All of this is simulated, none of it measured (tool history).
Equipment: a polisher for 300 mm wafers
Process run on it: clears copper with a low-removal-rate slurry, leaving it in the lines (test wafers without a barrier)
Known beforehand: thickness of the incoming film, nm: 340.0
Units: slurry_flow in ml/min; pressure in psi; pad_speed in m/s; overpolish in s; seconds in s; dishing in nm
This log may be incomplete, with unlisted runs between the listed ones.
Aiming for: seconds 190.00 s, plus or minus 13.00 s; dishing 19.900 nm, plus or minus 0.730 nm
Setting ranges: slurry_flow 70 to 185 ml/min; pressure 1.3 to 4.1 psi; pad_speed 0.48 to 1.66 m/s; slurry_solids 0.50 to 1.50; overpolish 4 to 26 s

| run | day | slurry_flow | pressure | pad_speed | slurry_solids | overpolish | seconds | dishing |
|---|---|---|---|---|---|---|---|---|
| 1 | 0.000 | 120 | 2.7 | 1.06 | 1.00 | 13 | 138.16 | 24.819 |
| 2 | 0.267 | 120 | 2.7 | 1.06 | 1.00 | 11 | 137.55 | 21.292 |
| 3 | 0.308 | 120 | 2.7 | 1.06 | 1.10 | 11 | 135.54 | 21.780 |
| 4 | 0.492 | 95 | 2.7 | 1.06 | 1.10 | 11 | 140.49 | 21.013 |
| 5 | 0.521 | 95 | 2.5 | 1.06 | 1.10 | 12 | 145.42 | 21.174 |
| 6 | 0.875 | 120 | 2.5 | 1.06 | 1.10 | 12 | 150.01 | 22.074 |
| 7 | 1.075 | 115 | 2.3 | 1.06 | 1.10 | 12 | 154.51 | 20.009 |
| 8 | 1.342 | 115 | 2.2 | 1.04 | 1.15 | 13 | 169.45 | 20.511 |
| 9 | 1.712 | 115 | 2.1 | 1.04 | 1.15 | 13 | 177.31 | 19.868 |
| 10 | 1.846 | 115 | 2.0 | 1.04 | 1.15 | 13 | 179.46 | 18.905 |

Next run, 5 choices. One meets every target within its allowed miss, the rest don't. Which?
| A | 1.979 | 115 | 2.4 | 0.90 | 1.05 | 12 | ? | ? |
| B | 1.979 | 150 | 2.4 | 0.80 | 0.95 | 14 | ? | ? |
| C | 1.979 | 150 | 2.2 | 1.10 | 1.35 | 11 | ? | ? |
| D | 1.979 | 130 | 2.2 | 1.08 | 1.00 | 10 | ? | ? |
| E | 1.979 | 150 | 2.0 | 1.06 | 1.05 | 12 | ? | ? |

| move | seconds | dishing |
|---|---|---|
| A | 179.51 | 18.321 |
| B | 194.28 | 19.656 |
| C | 150.10 | 19.921 |
| D | 166.00 | 16.577 |
| E | 179.25 | 18.261 |
A: further off than the last run
B: all results land within tolerance of their targets
C: corrects the largest miss of the last run, while another result sits out of spec
D: further off than the last run
E: further off than the last run
So the answer is move B, the one that meets all the targets.
